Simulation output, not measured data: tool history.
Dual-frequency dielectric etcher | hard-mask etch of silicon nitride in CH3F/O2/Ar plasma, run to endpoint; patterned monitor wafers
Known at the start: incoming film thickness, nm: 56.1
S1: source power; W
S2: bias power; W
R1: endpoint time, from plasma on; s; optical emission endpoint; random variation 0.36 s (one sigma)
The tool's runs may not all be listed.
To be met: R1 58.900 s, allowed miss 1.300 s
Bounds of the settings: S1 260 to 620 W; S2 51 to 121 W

Run 1, day 0.000: S1 440 W, S2 86 W. Result: R1 71.386 s.
Run 2, day 0.175: S1 440 W, S2 76 W. Result: R1 75.765 s.
Run 3, day 0.496: S1 470 W, S2 76 W. Result: R1 73.790 s.
Run 4, day 0.788: S1 510 W, S2 82 W. Result: R1 68.697 s.
Run 5, day 0.929: S1 540 W, S2 85 W. Result: R1 66.224 s.
Run 6, day 1.104: S1 540 W, S2 79 W. Result: R1 67.944 s.
Run 7, day 1.254: S1 560 W, S2 83 W. Result: R1 65.548 s.
Run 8, day 1.367: S1 580 W, S2 86 W. Result: R1 63.804 s.
Run 9, day 1.421: S1 590 W, S2 89 W. Result: R1 62.474 s.

5 next moves are on the table. One of them brings every result within its allowed miss. Which?
Run A, day 1.475: S1 550 W, S2 84 W. Result: R1 ?.
Run B, day 1.475: S1 580 W, S2 91 W. Result: R1 ?.
Run C, day 1.475: S1 610 W, S2 90 W. Result: R1 ?.
Run D, day 1.475: S1 620 W, S2 85 W. Result: R1 ?.
Run E, day 1.475: S1 620 W, S2 96 W. Result: R1 ?.

move      R1
   A  66.005
   B  62.236
   C  61.321
   D  62.575
   E  59.124
A: further off than the last run
B: nearer than the last run, and not there yet
C: nearer than the last run, and not there yet
D: as far off as the last run
E: meets every target
The right move is E.
